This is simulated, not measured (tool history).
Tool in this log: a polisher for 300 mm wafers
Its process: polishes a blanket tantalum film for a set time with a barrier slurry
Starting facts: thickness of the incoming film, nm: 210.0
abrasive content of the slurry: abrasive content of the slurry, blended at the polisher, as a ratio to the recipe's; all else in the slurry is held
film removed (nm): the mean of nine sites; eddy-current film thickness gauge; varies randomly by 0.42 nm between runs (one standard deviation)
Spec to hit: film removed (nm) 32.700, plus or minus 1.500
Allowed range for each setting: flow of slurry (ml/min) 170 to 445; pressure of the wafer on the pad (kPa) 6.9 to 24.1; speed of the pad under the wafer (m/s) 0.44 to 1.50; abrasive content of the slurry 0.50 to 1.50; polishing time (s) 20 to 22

run	hour	flow of slurry (ml/min)	pressure of the wafer on the pad (kPa)	speed of the pad under the wafer (m/s)	abrasive content of the slurry	polishing time (s)	film removed (nm)
1	0.0	285	15.2	0.96	1.00	22	40.149
2	4.6	285	14.5	0.96	1.00	22	38.758
3	12.6	285	16.5	0.96	1.00	22	45.054
4	15.4	285	16.5	1.18	1.00	22	54.982
5	19.9	285	18.6	1.18	1.00	22	60.140
6	28.3	285	15.2	1.16	1.00	22	48.979
7	33.4	285	13.1	1.14	1.00	22	42.485
8	36.3	285	11.7	1.14	1.00	22	37.592
9	44.4	285	11.0	1.14	1.00	22	34.754

Exactly one of the 4 candidate moves below puts every result within its allowed miss. Which one?
A	52.5	215	10.3	1.12	0.80	22	?
B	52.5	225	9.7	1.24	1.00	22	?
C	52.5	310	16.5	0.78	0.90	22	?
D	52.5	295	11.0	1.22	0.95	22	?

move	film removed (nm)
A	30.289
B	33.179
C	36.025
D	37.863
A: takes the biggest miss from the last run beyond its target
B: every result within its allowed miss
C: further off than the last run
D: further off than the last run
The move that meets every target is B.
